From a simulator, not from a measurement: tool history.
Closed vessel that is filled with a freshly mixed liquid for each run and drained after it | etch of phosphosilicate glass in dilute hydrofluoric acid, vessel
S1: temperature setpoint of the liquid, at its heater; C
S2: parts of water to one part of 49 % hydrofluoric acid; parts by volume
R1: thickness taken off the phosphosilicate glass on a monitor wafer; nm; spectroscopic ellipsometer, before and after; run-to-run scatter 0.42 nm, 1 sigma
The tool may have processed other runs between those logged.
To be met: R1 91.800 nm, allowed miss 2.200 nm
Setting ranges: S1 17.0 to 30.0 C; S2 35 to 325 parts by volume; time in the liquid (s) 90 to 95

{"run": 1, "hour": 0.0, "S1": 22.0, "S2": 180, "time in the liquid (s)": 90, "R1": 30.868}
{"run": 2, "hour": 6.9, "S1": 23.0, "S2": 160, "time in the liquid (s)": 90, "R1": 36.971}
{"run": 3, "hour": 9.0, "S1": 24.0, "S2": 145, "time in the liquid (s)": 90, "R1": 43.336}
{"run": 4, "hour": 11.3, "S1": 27.0, "S2": 145, "time in the liquid (s)": 90, "R1": 47.945}
{"run": 5, "hour": 15.1, "S1": 27.5, "S2": 135, "time in the liquid (s)": 90, "R1": 53.595}
{"run": 6, "hour": 24.1, "S1": 24.0, "S2": 135, "time in the liquid (s)": 90, "R1": 46.641}
{"run": 7, "hour": 29.3, "S1": 25.0, "S2": 125, "time in the liquid (s)": 90, "R1": 52.637}
{"hour": 35.2, "done": "hydrofluoric acid flow meter replaced"}
{"run": 8, "hour": 35.2, "S1": 25.5, "S2": 120, "time in the liquid (s)": 90, "R1": 61.94}
{"run": 9, "hour": 39.8, "S1": 26.0, "S2": 115, "time in the liquid (s)": 90, "R1": 65.806}
{"run": 10, "hour": 43.9, "S1": 26.5, "S2": 110, "time in the liquid (s)": 90, "R1": 70.725}
{"run": 11, "hour": 51.8, "S1": 27.0, "S2": 110, "time in the liquid (s)": 90, "R1": 72.136}
{"run": 12, "hour": 58.5, "S1": 27.5, "S2": 110, "time in the liquid (s)": 90, "R1": 73.715}
{"run": 13, "hour": 62.3, "S1": 28.0, "S2": 110, "time in the liquid (s)": 90, "R1": 74.408}
{"run": 14, "hour": 70.1, "S1": 30.0, "S2": 85, "time in the liquid (s)": 90, "R1": 109.47}
{"run": 15, "hour": 78.4, "S1": 30.0, "S2": 85, "time in the liquid (s)": 90, "R1": 107.35}
{"run": 16, "hour": 80.0, "S1": 29.5, "S2": 85, "time in the liquid (s)": 90, "R1": 105.99}
{"run": 17, "hour": 81.4, "S1": 29.0, "S2": 85, "time in the liquid (s)": 90, "R1": 105.37}
{"run": 18, "hour": 84.8, "S1": 28.5, "S2": 85, "time in the liquid (s)": 90, "R1": 102.14}
{"run": 19, "hour": 93.4, "S1": 28.0, "S2": 85, "time in the liquid (s)": 90, "R1": 100.37}

Exactly one of the 4 candidate moves below puts every result within its allowed miss. Which one?
{"run": "A", "hour": 102.0, "S1": 28.5, "S2": 100, "time in the liquid (s)": 90, "R1": "?"}
{"run": "B", "hour": 102.0, "S1": 29.0, "S2": 100, "time in the liquid (s)": 90, "R1": "?"}
{"run": "C", "hour": 102.0, "S1": 28.5, "S2": 85, "time in the liquid (s)": 90, "R1": "?"}
{"run": "D", "hour": 102.0, "S1": 27.5, "S2": 90, "time in the liquid (s)": 90, "R1": "?"}

move=A R1=84.621
move=B R1=86.242
move=C R1=101.640
move=D R1=91.725
A: the result that was furthest off in the last run now lies on the other side of its target
B: the result that was furthest off in the last run now lies on the other side of its target
C: its largest miss is bigger than the last run's
D: all results in spec
Go with D: it meets all targets.

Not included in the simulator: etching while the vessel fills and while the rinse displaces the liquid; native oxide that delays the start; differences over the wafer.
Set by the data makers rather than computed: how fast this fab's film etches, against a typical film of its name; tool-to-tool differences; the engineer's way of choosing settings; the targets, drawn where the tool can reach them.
